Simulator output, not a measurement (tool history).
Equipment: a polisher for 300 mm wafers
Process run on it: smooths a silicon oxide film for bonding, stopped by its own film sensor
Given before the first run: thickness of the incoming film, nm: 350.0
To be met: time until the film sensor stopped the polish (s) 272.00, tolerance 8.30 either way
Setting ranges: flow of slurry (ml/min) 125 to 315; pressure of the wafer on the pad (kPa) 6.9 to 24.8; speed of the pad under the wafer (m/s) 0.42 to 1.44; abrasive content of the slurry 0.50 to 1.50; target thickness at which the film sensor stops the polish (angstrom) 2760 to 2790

run    day  flow of slurry (ml/min)  pressure of the wafer on the pad (kPa)  speed of the pad under the wafer (m/s)  abrasive content of the slurry  target thickness at which the film sensor stops the polish (angstrom)  time until the film sensor stopped the polish (s)
  1  0.000                      205                                    15.9                                    0.92                            1.00                                                                   2790                                             114.64
  2  0.279                      240                                    15.9                                    0.92                            1.00                                                                   2790                                             112.82
  3  0.492                      240                                    14.5                                    0.88                            1.00                                                                   2790                                             127.39
  4  0.788                      240                                    11.7                                    0.88                            1.00                                                                   2790                                             150.88
  5  0.900                      240                                    11.7                                    0.88                            1.20                                                                   2790                                             138.36
  6  1.133                      240                                    11.0                                    0.82                            1.20                                                                   2790                                             153.48
  7  1.238                      240                                    10.3                                    0.78                            1.20                                                                   2790                                             166.07
  8  1.346                      240                                     9.7                                    0.74                            1.20                                                                   2790                                             184.63
  9  1.379                      235                                     9.0                                    0.72                            1.20                                                                   2790                                             195.98
 10  1.438                      230                                     9.0                                    0.70                            1.20                                                                   2790                                             203.09
 11  1.692                      225                                     9.0                                    0.68                            1.20                                                                   2790                                             211.35
 12  2.058                      215                                     9.0                                    0.68                            1.20                                                                   2790                                             212.10
 13  2.404                      210                                     9.0                                    0.68                            1.20                                                                   2790                                             210.60
 14  2.642                      205                                     9.0                                    0.66                            1.20                                                                   2790                                             218.07
 15  2.733                      200                                     9.0                                    0.66                            1.20                                                                   2790                                             219.45
 16  2.888                      195                                     9.0                                    0.66                            1.20                                                                   2790                                             219.32
 17  2.946                      190                                     9.0                                    0.66                            1.20                                                                   2790                                             221.14
 18  3.217                      185                                     9.0                                    0.66                            1.20                                                                   2790                                             223.26
 19  3.542                      180                                     9.0                                    0.66                            1.20                                                                   2790                                             221.62

Which of these 4 next moves meets every target?
  A  3.867                      205                                    13.1                                    0.58                            1.15                                                                   2790                                                  ?
  B  3.867                      190                                    10.3                                    0.86                            1.30                                                                   2790                                                  ?
  C  3.867                      180                                     8.3                                    0.60                            1.15                                                                   2760                                                  ?
  D  3.867                      190                                    10.3                                    0.66                            1.25                                                                   2790                                                  ?

move  time until the film sensor stopped the polish (s)
   A                                             182.47
   B                                             154.34
   C                                             269.53
   D                                             193.81
A: further off than the last run
B: further off than the last run
C: hits every target within its allowed miss
D: further off than the last run
So the answer is move C, the one that meets all the targets.
